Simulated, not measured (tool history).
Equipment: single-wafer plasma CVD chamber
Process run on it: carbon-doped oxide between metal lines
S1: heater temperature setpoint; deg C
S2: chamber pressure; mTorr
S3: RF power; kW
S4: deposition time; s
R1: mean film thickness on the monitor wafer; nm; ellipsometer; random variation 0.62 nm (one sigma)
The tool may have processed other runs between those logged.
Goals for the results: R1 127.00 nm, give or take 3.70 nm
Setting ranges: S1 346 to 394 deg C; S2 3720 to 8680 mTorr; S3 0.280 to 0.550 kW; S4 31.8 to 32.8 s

run	hour	S1	S2	S3	S4	R1
1	0.0	370	6200	0.415	31.8	148.75
2	8.2	371	6130	0.400	31.8	145.79
3	12.1	371	6130	0.400	32.8	149.08
4	18.2	371	6100	0.385	32.7	144.94
5	25.3	371	6080	0.370	32.6	139.97
6	33.8	371	6060	0.360	32.5	136.60
7	34.8	371	6040	0.355	32.5	134.41
8	42.2	371	6020	0.350	32.5	134.24
9	48.9	371	6000	0.345	32.5	133.17

Of the 5 settings listed for the next run, only one would bring every result within its allowed miss of target. Which one?
A	55.6	360	4230	0.375	32.8	?
B	55.6	376	5990	0.325	32.8	?
C	55.6	367	5880	0.365	32.8	?
D	55.6	371	5940	0.360	32.4	?
E	55.6	368	6130	0.355	32.8	?

move	R1
A	138.12
B	125.42
C	139.48
D	135.36
E	136.83
A: misses by more than the last run did
B: all results land within tolerance of their targets
C: misses by more than the last run did
D: misses by more than the last run did
E: misses by more than the last run did
Move B is the one to make.
